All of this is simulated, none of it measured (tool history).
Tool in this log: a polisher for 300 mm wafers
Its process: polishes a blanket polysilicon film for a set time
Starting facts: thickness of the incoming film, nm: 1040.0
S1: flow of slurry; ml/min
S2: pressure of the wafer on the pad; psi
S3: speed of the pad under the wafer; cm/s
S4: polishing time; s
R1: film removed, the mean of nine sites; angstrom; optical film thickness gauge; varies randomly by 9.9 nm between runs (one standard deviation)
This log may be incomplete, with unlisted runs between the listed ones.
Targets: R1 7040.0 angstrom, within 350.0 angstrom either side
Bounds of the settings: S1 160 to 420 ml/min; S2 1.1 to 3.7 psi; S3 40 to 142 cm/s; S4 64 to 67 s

run  hour   S1   S2   S3  S4      R1
  1   0.0  270  2.4   90  64  5223.3
  2   0.9  270  2.4  102  64  5838.3
  3   8.0  270  2.4   86  64  4970.5
  4  15.4  270  2.4   64  64  3797.3
  5  23.4  270  2.7   66  64  4236.8
  6  29.4  270  2.7   66  67  4530.1
  7  30.9  270  2.9   70  67  5029.2
  8  39.8  270  3.1   72  67  5499.4
     41.8  -- head pressure recalibrated
  9  41.8  270  3.2   74  67  5462.9
 10  48.1  270  3.3   78  67  5924.9
 11  51.9  270  3.4   80  67  6204.6
 12  58.9  270  3.5   82  67  6684.4

Of the 5 settings listed for the next run, only one would bring every result within its allowed miss of target. Which one?
  A  65.9  265  2.7  106  64   ?
  B  65.9  270  3.6   84  67   ?
  C  65.9  195  3.0   90  67   ?
  D  65.9  255  3.4   82  67   ?
  E  65.9  285  3.7   74  67   ?

move      R1
   A  6228.4
   B  6898.1
   C  6028.6
   D  6347.2
   E  6292.2
A: lands further from the targets than the last run did
B: all results land within tolerance of their targets
C: lands further from the targets than the last run did
D: lands further from the targets than the last run did
E: lands further from the targets than the last run did
Correct choice: B, which meets every target
